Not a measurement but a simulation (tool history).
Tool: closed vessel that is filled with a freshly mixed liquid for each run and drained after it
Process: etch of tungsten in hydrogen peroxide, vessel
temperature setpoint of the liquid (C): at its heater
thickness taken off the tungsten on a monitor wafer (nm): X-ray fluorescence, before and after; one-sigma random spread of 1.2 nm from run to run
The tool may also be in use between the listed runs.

| run | hour | temperature setpoint of the liquid (C) | concentration of hydrogen peroxide in the mixed liquid (% by weight) | time in the liquid (s) | thickness taken off the tungsten on a monitor wafer (nm) |
|---|---|---|---|---|---|
| 1 | 0 | 50 | 25 | 105 | 106.47 |
| 2 | 5.2 | 50 | 25 | 110 | 111.74 |
| 3 | 12.3 | 52 | 25 | 110 | 125.28 |
| 4 | 18.8 | 53.5 | 25 | 110 | 137.77 |
| 5 | 20.9 | 48 | 25 | 110 | 98.415 |
| 6 | 28.1 | 48 | 27 | 110 | 102.37 |
| 7 | 33 | 56 | 27 | 110 | 165.55 |

Estimate the outcome of run 8 from the log above:
| 8 | 40.2 | 56 | 27 | 110 | ? |

thickness taken off the tungsten on a monitor wafer (nm): 165.9
